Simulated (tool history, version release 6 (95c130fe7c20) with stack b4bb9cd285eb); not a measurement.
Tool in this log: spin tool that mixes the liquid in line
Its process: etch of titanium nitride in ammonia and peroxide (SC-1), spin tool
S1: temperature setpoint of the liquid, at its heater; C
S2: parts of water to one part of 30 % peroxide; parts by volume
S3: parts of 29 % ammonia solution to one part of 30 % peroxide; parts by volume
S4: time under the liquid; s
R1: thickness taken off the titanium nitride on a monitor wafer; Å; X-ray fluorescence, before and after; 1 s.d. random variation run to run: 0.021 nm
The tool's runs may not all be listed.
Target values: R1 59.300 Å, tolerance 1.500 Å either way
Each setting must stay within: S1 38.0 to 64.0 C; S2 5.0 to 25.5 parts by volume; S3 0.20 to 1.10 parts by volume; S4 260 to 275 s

run 1 hour=0.0 | S1=48.0 S2=14.5 S3=0.60 S4=260 | R1=106.000
run 2 hour=2.4 | S1=46.0 S2=14.5 S3=0.60 S4=260 | R1=92.993
run 3 hour=6.5 | S1=44.5 S2=14.5 S3=0.60 S4=260 | R1=83.137
run 4 hour=12.8 | S1=43.5 S2=14.5 S3=0.60 S4=260 | R1=77.008
run 5 hour=19.9 | S1=43.5 S2=14.5 S3=0.60 S4=275 | R1=82.162
run 6 hour=27.5 | S1=43.5 S2=12.0 S3=0.60 S4=275 | R1=90.317
run 7 hour=31.8 | S1=42.0 S2=12.0 S3=0.60 S4=275 | R1=81.689
run 8 hour=40.7 | S1=41.0 S2=12.0 S3=0.60 S4=275 | R1=75.665
run 9 hour=42.7 | S1=40.0 S2=12.0 S3=0.60 S4=275 | R1=70.004
run 10 hour=46.3 | S1=39.5 S2=12.0 S3=0.60 S4=275 | R1=67.302
run 11 hour=53.1 | S1=39.0 S2=12.0 S3=0.60 S4=275 | R1=64.963
run 12 hour=57.1 | S1=38.5 S2=12.0 S3=0.60 S4=275 | R1=62.621

Consider the 5 candidate settings below. Which is the only one whose results all fall within their allowed miss of target?
run A hour=61.1 | S1=40.0 S2=15.5 S3=0.80 S4=275 | R1=?
run B hour=61.1 | S1=39.5 S2=12.0 S3=0.65 S4=270 | R1=?
run C hour=61.1 | S1=38.0 S2=9.0 S3=0.75 S4=260 | R1=?
run D hour=61.1 | S1=43.0 S2=20.5 S3=0.45 S4=265 | R1=?
run E hour=61.1 | S1=39.0 S2=12.0 S3=0.60 S4=275 | R1=?

move=A R1=64.196
move=B R1=67.161
move=C R1=68.654
move=D R1=59.589
move=E R1=64.998
A: moves away from the targets compared with the last run
B: moves away from the targets compared with the last run
C: moves away from the targets compared with the last run
D: each result inside its tolerance
E: moves away from the targets compared with the last run
Correct choice: D, which meets every target
